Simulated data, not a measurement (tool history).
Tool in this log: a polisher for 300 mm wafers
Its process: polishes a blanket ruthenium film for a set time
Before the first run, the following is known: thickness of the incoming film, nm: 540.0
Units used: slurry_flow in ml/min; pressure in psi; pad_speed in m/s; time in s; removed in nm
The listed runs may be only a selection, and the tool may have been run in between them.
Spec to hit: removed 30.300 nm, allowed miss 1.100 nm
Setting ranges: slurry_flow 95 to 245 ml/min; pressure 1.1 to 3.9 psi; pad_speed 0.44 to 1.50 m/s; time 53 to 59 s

run	hour	slurry_flow	pressure	pad_speed	time	removed
1	0.0	155	2.5	0.96	59	69.090
2	7.9	155	2.5	0.86	59	62.270
3	9.3	150	2.2	0.82	59	51.582
4	15.0	145	1.9	0.82	59	44.285
5	17.5	140	1.7	0.82	59	40.266
6	18.5	140	2.0	0.82	59	46.323
7	24.0	135	1.8	0.82	59	42.271
8	26.3	135	1.6	0.82	59	37.593
9	29.8	130	1.5	0.82	59	35.003
10	31.9	125	1.5	0.82	59	34.699
11	36.7	120	1.5	0.82	59	34.647
12	42.7	120	1.5	0.82	59	34.844
13	44.0	115	1.4	0.82	59	31.818
14	49.2	110	1.4	0.82	59	31.454

Which single option among these 5 for the next run brings every result within its allowed miss of target? Just one does.
A	54.4	130	1.7	0.74	57	?
B	54.4	155	1.7	0.74	53	?
C	54.4	95	1.7	0.74	58	?
D	54.4	110	1.2	0.92	59	?
E	54.4	105	1.8	0.70	58	?

move	removed
A	34.257
B	32.914
C	32.359
D	30.307
E	33.265
A: moves away from the targets compared with the last run
B: moves away from the targets compared with the last run
C: moves away from the targets compared with the last run
D: all results land within tolerance of their targets
E: moves away from the targets compared with the last run
The right move is D.
